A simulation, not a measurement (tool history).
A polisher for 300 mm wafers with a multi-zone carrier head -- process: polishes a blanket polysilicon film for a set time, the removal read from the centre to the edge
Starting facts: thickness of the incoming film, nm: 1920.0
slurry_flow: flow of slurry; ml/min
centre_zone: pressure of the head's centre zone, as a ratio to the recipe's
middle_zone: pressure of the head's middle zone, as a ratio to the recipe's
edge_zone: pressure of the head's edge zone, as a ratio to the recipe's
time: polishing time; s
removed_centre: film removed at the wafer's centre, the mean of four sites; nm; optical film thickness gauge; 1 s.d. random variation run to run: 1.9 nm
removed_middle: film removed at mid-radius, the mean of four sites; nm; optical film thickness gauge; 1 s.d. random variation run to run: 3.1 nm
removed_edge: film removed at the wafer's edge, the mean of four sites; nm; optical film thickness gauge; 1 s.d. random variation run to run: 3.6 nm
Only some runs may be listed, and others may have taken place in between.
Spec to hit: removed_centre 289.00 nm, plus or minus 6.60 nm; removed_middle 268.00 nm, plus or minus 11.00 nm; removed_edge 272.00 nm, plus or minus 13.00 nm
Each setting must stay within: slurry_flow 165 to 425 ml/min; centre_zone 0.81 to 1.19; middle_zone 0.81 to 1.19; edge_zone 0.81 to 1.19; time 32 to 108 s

run,hour,slurry_flow,centre_zone,middle_zone,edge_zone,time,removed_centre,removed_middle,removed_edge
1,0.0,275,1.00,1.00,1.00,70,362.58,367.70,357.16
2,2.7,275,1.06,1.00,1.00,70,382.65,365.86,354.61
3,9.8,275,1.05,0.98,0.98,67,361.44,343.80,341.03
4,16.8,275,1.13,0.98,0.98,67,390.19,348.67,340.51
5,23.6,320,1.13,0.98,0.98,67,392.40,349.17,343.54
6,27.2,320,1.10,0.98,0.98,67,384.39,348.03,343.03
7,29.4,320,1.08,0.97,0.96,64,359.79,328.15,327.72
8,31.2,285,1.00,0.92,0.86,53,277.76,257.63,256.77
9,32.9,290,1.00,0.92,0.87,53,280.10,262.38,260.25

Next run, 5 choices. One meets every target within its allowed miss, the rest don't. Which?
A,34.6,330,0.93,0.83,0.88,56,?,?,?
B,34.6,285,0.99,0.89,0.89,56,?,?,?
C,34.6,195,1.00,0.98,0.86,53,?,?,?
D,34.6,240,1.11,0.92,0.83,51,?,?,?
E,34.6,340,0.91,0.88,0.96,56,?,?,?

move,removed_centre,removed_middle,removed_edge
A,278.02,254.30,270.68
B,291.28,265.65,269.90
C,270.34,264.01,246.25
D,290.81,245.22,236.01
E,273.26,266.46,282.05
A: misses by more than the last run did
B: meets every target
C: misses by more than the last run did
D: puts the biggest miss on target and leaves a different result outside tolerance
E: misses by more than the last run did
Go with B: it meets all targets.
